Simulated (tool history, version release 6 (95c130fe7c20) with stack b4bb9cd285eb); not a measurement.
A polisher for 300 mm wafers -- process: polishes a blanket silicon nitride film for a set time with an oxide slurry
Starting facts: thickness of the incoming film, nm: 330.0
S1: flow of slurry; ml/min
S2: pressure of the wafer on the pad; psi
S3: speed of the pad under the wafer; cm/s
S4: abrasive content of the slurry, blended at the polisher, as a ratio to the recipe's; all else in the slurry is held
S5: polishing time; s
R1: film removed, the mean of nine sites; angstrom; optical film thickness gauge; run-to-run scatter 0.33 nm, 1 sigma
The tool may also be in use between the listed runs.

{"run": 1, "hour": 0.0, "S1": 300, "S2": 2.6, "S3": 104, "S4": 1.0, "S5": 115, "R1": 550.85}
{"run": 2, "hour": 2.9, "S1": 300, "S2": 2.5, "S3": 104, "S4": 1.0, "S5": 115, "R1": 533.63}
{"run": 3, "hour": 11.5, "S1": 300, "S2": 3.0, "S3": 104, "S4": 1.0, "S5": 115, "R1": 639.22}
{"run": 4, "hour": 20.1, "S1": 300, "S2": 2.9, "S3": 104, "S4": 1.0, "S5": 115, "R1": 609.09}
{"run": 5, "hour": 26.1, "S1": 335, "S2": 2.9, "S3": 104, "S4": 1.0, "S5": 115, "R1": 615.46}
{"run": 6, "hour": 31.4, "S1": 395, "S2": 2.9, "S3": 104, "S4": 1.0, "S5": 115, "R1": 619.45}
{"run": 7, "hour": 38.1, "S1": 395, "S2": 2.8, "S3": 104, "S4": 1.0, "S5": 115, "R1": 604.05}
{"run": 8, "hour": 43.9, "S1": 395, "S2": 2.7, "S3": 104, "S4": 1.0, "S5": 115, "R1": 591.01}
{"run": 9, "hour": 45.1, "S1": 390, "S2": 2.6, "S3": 104, "S4": 1.0, "S5": 115, "R1": 558.64}
{"run": 10, "hour": 49.0, "S1": 390, "S2": 2.6, "S3": 104, "S4": 1.0, "S5": 115, "R1": 557.48}

Estimate the outcome of run 11 from the log above:
{"run": 11, "hour": 50.6, "S1": 390, "S2": 2.5, "S3": 104, "S4": 1.0, "S5": 115, "R1": "?"}

R1: 544.55 angstrom

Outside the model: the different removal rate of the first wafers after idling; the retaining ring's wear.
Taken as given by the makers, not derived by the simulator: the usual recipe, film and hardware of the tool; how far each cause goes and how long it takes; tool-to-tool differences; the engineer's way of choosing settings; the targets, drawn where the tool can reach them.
